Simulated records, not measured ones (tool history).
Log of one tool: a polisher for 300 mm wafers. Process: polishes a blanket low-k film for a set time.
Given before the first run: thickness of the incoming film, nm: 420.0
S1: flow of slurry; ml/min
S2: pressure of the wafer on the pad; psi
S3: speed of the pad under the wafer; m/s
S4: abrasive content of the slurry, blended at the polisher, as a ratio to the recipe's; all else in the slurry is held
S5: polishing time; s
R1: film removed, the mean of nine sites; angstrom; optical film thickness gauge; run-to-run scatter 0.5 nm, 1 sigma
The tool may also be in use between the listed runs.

| run | hour | S1 | S2 | S3 | S4 | S5 | R1 |
|---|---|---|---|---|---|---|---|
| 1 | 0 | 160 | 2.4 | 0.84 | 1 | 114 | 415.22 |
| 2 | 9 | 190 | 2.4 | 0.84 | 1 | 114 | 425.47 |
| 3 | 12.4 | 210 | 2.4 | 0.84 | 1 | 114 | 438.28 |
| 4 | 20.6 | 210 | 2.4 | 0.64 | 1 | 114 | 349.74 |
| 5 | 22.4 | 210 | 2.6 | 0.64 | 1 | 114 | 382.04 |
| 6 | 24.9 | 210 | 2.6 | 0.46 | 1 | 114 | 287.86 |
| 7 | 29 | 215 | 2.8 | 0.5 | 1 | 114 | 331.06 |
| 8 | 33.1 | 220 | 3 | 0.54 | 1 | 114 | 376.07 |

Run 9 has not been measured yet. What should we expect?
| 9 | 38.1 | 225 | 3.1 | 0.56 | 1 | 114 | ? |

Run 9 produced R1 401.08 angstrom.
